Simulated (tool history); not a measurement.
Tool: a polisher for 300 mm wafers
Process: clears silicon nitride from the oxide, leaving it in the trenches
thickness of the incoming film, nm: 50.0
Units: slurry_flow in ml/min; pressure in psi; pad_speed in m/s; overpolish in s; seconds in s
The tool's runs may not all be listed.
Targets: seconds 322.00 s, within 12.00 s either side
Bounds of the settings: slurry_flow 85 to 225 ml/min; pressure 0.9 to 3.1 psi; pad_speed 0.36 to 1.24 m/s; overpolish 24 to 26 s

{"run": 1, "hour": 0.0, "slurry_flow": 145, "pressure": 2.0, "pad_speed": 0.8, "overpolish": 24, "seconds": 121.79}
{"run": 2, "hour": 7.6, "slurry_flow": 145, "pressure": 1.5, "pad_speed": 0.8, "overpolish": 24, "seconds": 158.98}
{"run": 3, "hour": 14.6, "slurry_flow": 145, "pressure": 1.5, "pad_speed": 0.96, "overpolish": 24, "seconds": 132.46}
{"run": 4, "hour": 19.3, "slurry_flow": 140, "pressure": 1.3, "pad_speed": 0.82, "overpolish": 24, "seconds": 179.81}
{"run": 5, "hour": 23.0, "slurry_flow": 140, "pressure": 1.3, "pad_speed": 0.82, "overpolish": 24, "seconds": 180.06}
{"run": 6, "hour": 31.7, "slurry_flow": 130, "pressure": 1.2, "pad_speed": 0.76, "overpolish": 24, "seconds": 210.66}
{"run": 7, "hour": 35.8, "slurry_flow": 120, "pressure": 1.1, "pad_speed": 0.72, "overpolish": 24, "seconds": 245.84}
{"run": 8, "hour": 41.2, "slurry_flow": 110, "pressure": 1.0, "pad_speed": 0.7, "overpolish": 24, "seconds": 279.82}
{"run": 9, "hour": 46.4, "slurry_flow": 105, "pressure": 1.0, "pad_speed": 0.7, "overpolish": 24, "seconds": 287.06}
{"run": 10, "hour": 51.6, "slurry_flow": 100, "pressure": 1.0, "pad_speed": 0.7, "overpolish": 24, "seconds": 285.77}

Next run, 4 choices. One meets every target within its allowed miss, the rest don't. Which?
{"run": "A", "hour": 56.8, "slurry_flow": 105, "pressure": 0.9, "pad_speed": 0.62, "overpolish": 24, "seconds": "?"}
{"run": "B", "hour": 56.8, "slurry_flow": 95, "pressure": 0.9, "pad_speed": 0.64, "overpolish": 24, "seconds": "?"}
{"run": "C", "hour": 56.8, "slurry_flow": 95, "pressure": 0.9, "pad_speed": 0.76, "overpolish": 26, "seconds": "?"}
{"run": "D", "hour": 56.8, "slurry_flow": 100, "pressure": 0.9, "pad_speed": 0.68, "overpolish": 26, "seconds": "?"}

move=A seconds=358.95
move=B seconds=355.57
move=C seconds=301.20
move=D seconds=331.73
A: takes the result that was furthest off past its target
B: takes the result that was furthest off past its target
C: nearer the targets than the last run, but a result is still out of spec
D: all results in spec
The right move is D.
